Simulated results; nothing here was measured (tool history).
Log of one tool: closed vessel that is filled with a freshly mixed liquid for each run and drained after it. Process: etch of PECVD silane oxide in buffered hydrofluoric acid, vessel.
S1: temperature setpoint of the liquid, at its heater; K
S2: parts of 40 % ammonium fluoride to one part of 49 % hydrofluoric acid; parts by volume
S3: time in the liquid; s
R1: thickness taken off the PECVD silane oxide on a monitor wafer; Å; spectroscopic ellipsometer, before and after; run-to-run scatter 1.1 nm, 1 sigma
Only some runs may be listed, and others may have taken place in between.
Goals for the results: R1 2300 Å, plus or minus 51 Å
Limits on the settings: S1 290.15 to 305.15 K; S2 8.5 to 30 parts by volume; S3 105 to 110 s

run  hour      S1    S2   S3      R1
  1     0  298.15    23  105  1926.4
  2     1  298.15  27.5  105  1688.3
  3   9.4  298.15  27.5  110    1791
  4  15.5  295.65  27.5  110    1560
  5  17.3  295.65  27.5  110  1557.6
  6  18.7  297.65  27.5  110  1740.6
  7  19.3  299.15  27.5  110  1891.4
  8  22.3  300.15  27.5  110  1982.6
  9    24  301.15  27.5  110  2104.1
 10  29.7  301.65  27.5  110  2159.4
 11  33.7  302.15  27.5  110  2210.2

Exercise: of the 4 proposed moves below, exactly one satisfies all targets within the stated allowed misses. Which move is it?
  A  37.7  302.15    29  110   ?
  B  37.7  303.65    27  105   ?
  C  37.7  301.65  27.5  110   ?
  D  37.7  301.65    28  110   ?

move      R1
   A  2132.3
   B  2314.5
   C  2152.6
   D  2126.3
A: the biggest miss grows against the last run
B: every result within its allowed miss
C: the biggest miss grows against the last run
D: the biggest miss grows against the last run
Correct choice: B, which meets every target

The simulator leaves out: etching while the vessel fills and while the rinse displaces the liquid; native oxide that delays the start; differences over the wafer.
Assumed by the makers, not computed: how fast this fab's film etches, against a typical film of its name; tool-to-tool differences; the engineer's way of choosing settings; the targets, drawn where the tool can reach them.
